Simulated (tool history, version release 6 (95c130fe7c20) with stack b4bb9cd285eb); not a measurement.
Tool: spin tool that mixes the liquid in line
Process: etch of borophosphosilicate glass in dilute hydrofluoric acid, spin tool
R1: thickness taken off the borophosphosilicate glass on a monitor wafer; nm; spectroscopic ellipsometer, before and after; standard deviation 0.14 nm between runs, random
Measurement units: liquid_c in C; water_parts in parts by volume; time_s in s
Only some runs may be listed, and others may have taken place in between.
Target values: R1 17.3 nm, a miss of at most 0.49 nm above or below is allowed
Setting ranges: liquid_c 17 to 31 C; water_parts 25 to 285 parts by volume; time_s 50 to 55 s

Run 1, hour 0: liquid_c 23 C, water_parts 155 parts by volume, time_s 50 s. Result: R1 13 nm.
Run 2, hour 2: liquid_c 25 C, water_parts 155 parts by volume, time_s 50 s. Result: R1 13.762 nm.
Run 3, hour 6.8: liquid_c 21.5 C, water_parts 155 parts by volume, time_s 50 s. Result: R1 12.148 nm.
Run 4, hour 9.6: liquid_c 23.5 C, water_parts 155 parts by volume, time_s 50 s. Result: R1 13.073 nm.
Run 5, hour 18.1: liquid_c 25.5 C, water_parts 155 parts by volume, time_s 50 s. Result: R1 14.383 nm.
Run 6, hour 24.3: liquid_c 26.5 C, water_parts 155 parts by volume, time_s 50 s. Result: R1 14.85 nm.
Run 7, hour 29.2: liquid_c 27.5 C, water_parts 155 parts by volume, time_s 50 s. Result: R1 15.134 nm.
Run 8, hour 35.6: liquid_c 28.5 C, water_parts 155 parts by volume, time_s 50 s. Result: R1 15.82 nm.
Run 9, hour 44: liquid_c 29 C, water_parts 155 parts by volume, time_s 50 s. Result: R1 16.274 nm.
Run 10, hour 51.9: liquid_c 29.5 C, water_parts 155 parts by volume, time_s 50 s. Result: R1 16.783 nm.

Exercise: of the 5 proposed moves below, exactly one satisfies all targets within the stated allowed misses. Which move is it?
Run A, hour 59.8: liquid_c 31 C, water_parts 160 parts by volume, time_s 55 s. Result: R1 ?.
Run B, hour 59.8: liquid_c 26.5 C, water_parts 135 parts by volume, time_s 50 s. Result: R1 ?.
Run C, hour 59.8: liquid_c 30 C, water_parts 145 parts by volume, time_s 50 s. Result: R1 ?.
Run D, hour 59.8: liquid_c 30.5 C, water_parts 165 parts by volume, time_s 50 s. Result: R1 ?.
Run E, hour 59.8: liquid_c 27 C, water_parts 140 parts by volume, time_s 55 s. Result: R1 ?.

move      R1
   A  18.498
   B  17.462
   C  18.263
   D  15.917
   E  18.756
A: takes the biggest miss from the last run beyond its target
B: all results in spec
C: takes the biggest miss from the last run beyond its target
D: misses by more than the last run did
E: takes the biggest miss from the last run beyond its target
Correct choice: B, which meets every target

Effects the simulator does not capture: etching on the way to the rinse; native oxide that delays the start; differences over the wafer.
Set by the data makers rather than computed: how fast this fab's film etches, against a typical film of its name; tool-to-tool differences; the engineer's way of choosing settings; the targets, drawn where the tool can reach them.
